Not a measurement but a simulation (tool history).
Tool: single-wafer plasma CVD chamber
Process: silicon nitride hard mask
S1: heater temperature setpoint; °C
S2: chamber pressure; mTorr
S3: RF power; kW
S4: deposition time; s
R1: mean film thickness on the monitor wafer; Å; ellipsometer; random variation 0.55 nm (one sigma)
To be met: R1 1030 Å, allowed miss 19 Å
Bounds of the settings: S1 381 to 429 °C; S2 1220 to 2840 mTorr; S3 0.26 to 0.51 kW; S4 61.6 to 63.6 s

run	hour	S1	S2	S3	S4	R1
1	0	405	2030	0.385	61.6	860.42
2	1.7	405	2230	0.405	61.7	915.74
3	4.5	405	2390	0.415	61.8	944.6
4	10	405	2390	0.38	61.8	884.84
5	13	405	2390	0.38	63.6	911.29
6	16.8	413	2390	0.38	63.6	910.4
7	19.3	413	2490	0.395	63.6	944.14
8	21.1	413	2570	0.405	63.6	978.53
9	25.7	413	2630	0.41	63.6	978.24
10	34	413	2670	0.42	63.6	1001.3

Which of these 5 next moves meets every target?
A	42.3	411	2790	0.45	61.6	?
B	42.3	411	2580	0.41	61.6	?
C	42.3	407	2770	0.4	63.6	?
D	42.3	416	2660	0.41	61.6	?
E	42.3	426	2830	0.4	62.4	?

move	R1
A	1025.5
B	939.98
C	971.66
D	944.71
E	949.22
A: meets every target
B: further off than the last run
C: further off than the last run
D: further off than the last run
E: further off than the last run
Answer: A

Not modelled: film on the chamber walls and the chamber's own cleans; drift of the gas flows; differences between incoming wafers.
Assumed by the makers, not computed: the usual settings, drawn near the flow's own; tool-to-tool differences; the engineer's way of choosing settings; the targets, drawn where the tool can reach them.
